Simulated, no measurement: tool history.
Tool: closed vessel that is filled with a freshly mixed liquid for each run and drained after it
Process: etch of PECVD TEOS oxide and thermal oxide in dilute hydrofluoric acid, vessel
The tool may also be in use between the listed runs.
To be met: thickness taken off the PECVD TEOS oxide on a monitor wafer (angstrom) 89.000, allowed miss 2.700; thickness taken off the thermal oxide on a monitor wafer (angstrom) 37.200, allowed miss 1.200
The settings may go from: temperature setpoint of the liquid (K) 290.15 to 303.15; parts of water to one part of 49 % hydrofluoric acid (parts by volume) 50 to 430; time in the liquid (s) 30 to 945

run  hour  temperature setpoint of the liquid (K)  parts of water to one part of 49 % hydrofluoric acid (parts by volume)  time in the liquid (s)  thickness taken off the PECVD TEOS oxide on a monitor wafer (angstrom)  thickness taken off the thermal oxide on a monitor wafer (angstrom)
  1   0.0                                  295.15                                                                     240                     480                                                                 187.470                                                               79.196
  2   5.2                                  294.15                                                                     265                     480                                                                 160.930                                                               68.734
  3   9.6                                  294.15                                                                     190                     480                                                                 242.850                                                               99.407
  4  18.0                                  294.15                                                                     115                     480                                                                 430.170                                                              180.300
  5  26.5                                  293.15                                                                     165                     480                                                                 277.160                                                              116.340
  6  29.9                                  290.65                                                                     165                     480                                                                 249.010                                                              103.650
  7  34.9                                  290.15                                                                     260                     475                                                                 140.860                                                               58.611
  8  39.6                                  290.15                                                                     280                     475                                                                 128.850                                                               53.904
  9  44.0                                  290.15                                                                     295                     475                                                                 121.580                                                               51.426
 10  47.8                                  290.15                                                                     310                     475                                                                 114.320                                                               47.325

4 next moves are on the table. One of them brings every result within its allowed miss. Which?
  A  51.6                                  298.65                                                                     270                     390                                                                       ?                                                                    ?
  B  51.6                                  298.15                                                                     265                     395                                                                       ?                                                                    ?
  C  51.6                                  291.15                                                                     395                     565                                                                       ?                                                                    ?
  D  51.6                                  291.65                                                                     335                     395                                                                       ?                                                                    ?

move  thickness taken off the PECVD TEOS oxide on a monitor wafer (angstrom)  thickness taken off the thermal oxide on a monitor wafer (angstrom)
   A                                                                 151.370                                                               61.570
   B                                                                 154.290                                                               62.759
   C                                                                 102.840                                                               41.830
   D                                                                  90.653                                                               36.874
A: further off than the last run
B: further off than the last run
C: nearer than the last run, and not there yet
D: meets every target
The right move is D.

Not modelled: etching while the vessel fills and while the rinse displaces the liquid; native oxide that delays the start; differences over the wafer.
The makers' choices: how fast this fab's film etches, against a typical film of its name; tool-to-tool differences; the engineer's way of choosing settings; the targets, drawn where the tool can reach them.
